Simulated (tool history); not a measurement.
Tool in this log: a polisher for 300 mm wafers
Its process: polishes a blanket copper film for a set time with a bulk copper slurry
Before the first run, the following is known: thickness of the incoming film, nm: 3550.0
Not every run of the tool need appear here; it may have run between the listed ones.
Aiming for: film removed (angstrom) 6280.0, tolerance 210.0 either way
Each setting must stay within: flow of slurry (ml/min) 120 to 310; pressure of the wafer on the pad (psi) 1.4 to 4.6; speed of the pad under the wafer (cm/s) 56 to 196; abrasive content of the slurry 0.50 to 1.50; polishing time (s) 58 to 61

run  hour  flow of slurry (ml/min)  pressure of the wafer on the pad (psi)  speed of the pad under the wafer (cm/s)  abrasive content of the slurry  polishing time (s)  film removed (angstrom)
  1   0.0                      200                                     3.0                                      126                            1.00                  58                   6662.2
  2   6.5                      200                                     3.0                                      126                            1.00                  61                   7062.1
  3  14.8                      200                                     2.9                                      126                            1.00                  61                   6698.1
  4  16.5                      200                                     2.9                                      126                            1.00                  61                   6761.9
  5  17.9                      245                                     2.9                                      126                            1.00                  61                   6769.9
     26.3  -- worn pad replaced by a new one
  6  26.3                      245                                     2.9                                      126                            1.00                  61                   7470.0
  7  28.7                      235                                     2.9                                      126                            1.00                  61                   7387.7
  8  32.5                      225                                     2.9                                      126                            1.00                  61                   7385.2
  9  39.6                      215                                     2.9                                      126                            1.00                  61                   7408.1
 10  47.9                      215                                     2.8                                      126                            1.00                  61                   7076.7

Which single option among these 5 for the next run brings every result within its allowed miss of target? Just one does.
  A  56.2                      195                                     2.9                                      150                            1.00                  58                        ?
  B  56.2                      250                                     2.6                                      126                            1.15                  61                        ?
  C  56.2                      310                                     3.0                                       86                            1.20                  60                        ?
  D  56.2                      205                                     2.6                                      110                            1.00                  58                        ?
  E  56.2                      260                                     3.0                                      134                            1.05                  61                        ?

move  film removed (angstrom)
   A                   7882.7
   B                   6950.9
   C                   6294.8
   D                   5744.3
   E                   8209.5
A: lands further from the targets than the last run did
B: closes in on the targets versus the last run, not all within tolerance yet
C: meets every target
D: takes the result that was furthest off past its target
E: lands further from the targets than the last run did
Correct choice: C, which meets every target
